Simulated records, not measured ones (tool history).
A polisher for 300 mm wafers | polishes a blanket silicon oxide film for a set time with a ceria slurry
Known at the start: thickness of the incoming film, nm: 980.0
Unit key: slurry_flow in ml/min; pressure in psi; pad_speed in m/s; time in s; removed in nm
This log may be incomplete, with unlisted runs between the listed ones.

{"run": 1, "hour": 0.0, "slurry_flow": 305, "pressure": 4.1, "pad_speed": 1.1, "time": 77, "removed": 476.71}
{"run": 2, "hour": 8.1, "slurry_flow": 305, "pressure": 3.4, "pad_speed": 1.1, "time": 77, "removed": 429.34}
{"run": 3, "hour": 16.8, "slurry_flow": 340, "pressure": 3.4, "pad_speed": 1.1, "time": 77, "removed": 432.61}
{"run": 4, "hour": 23.7, "slurry_flow": 340, "pressure": 3.9, "pad_speed": 1.1, "time": 77, "removed": 469.26}
{"run": 5, "hour": 30.9, "slurry_flow": 340, "pressure": 4.4, "pad_speed": 1.1, "time": 77, "removed": 505.21}
{"run": 6, "hour": 39.8, "slurry_flow": 340, "pressure": 4.7, "pad_speed": 1.12, "time": 77, "removed": 544.81}
{"run": 7, "hour": 47.9, "slurry_flow": 340, "pressure": 5.0, "pad_speed": 1.12, "time": 77, "removed": 577.92}
{"run": 8, "hour": 55.1, "slurry_flow": 340, "pressure": 5.2, "pad_speed": 1.12, "time": 77, "removed": 582.75}

Expected results for the next run?
{"run": 9, "hour": 57.5, "slurry_flow": 340, "pressure": 5.4, "pad_speed": 1.12, "time": 77, "removed": "?"}

For run 9 the tool returned removed 594.39 nm.
